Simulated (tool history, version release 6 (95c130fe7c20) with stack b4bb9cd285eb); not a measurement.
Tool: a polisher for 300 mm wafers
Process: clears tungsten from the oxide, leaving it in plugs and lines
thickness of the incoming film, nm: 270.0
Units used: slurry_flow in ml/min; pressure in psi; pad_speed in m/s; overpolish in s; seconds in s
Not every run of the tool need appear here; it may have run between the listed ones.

run	hour	slurry_flow	pressure	pad_speed	slurry_solids	overpolish	seconds
1	0.0	250	4.2	1.02	1.0	6	46.041
2	7.1	245	3.5	0.90	1.0	6	62.735
3	8.9	215	3.5	0.90	1.0	6	64.427
4	13.7	210	3.0	0.84	1.0	6	78.692
5	16.7	210	3.0	0.84	1.0	6	78.595
6	21.8	205	2.6	0.80	1.0	6	94.487
7	24.6	205	2.4	0.80	1.0	6	99.805

Run 8, settings as shown, results not yet in. Your forecast:
8	32.4	205	2.2	0.80	1.0	6	?

Run 8 gave seconds 108.810 s.

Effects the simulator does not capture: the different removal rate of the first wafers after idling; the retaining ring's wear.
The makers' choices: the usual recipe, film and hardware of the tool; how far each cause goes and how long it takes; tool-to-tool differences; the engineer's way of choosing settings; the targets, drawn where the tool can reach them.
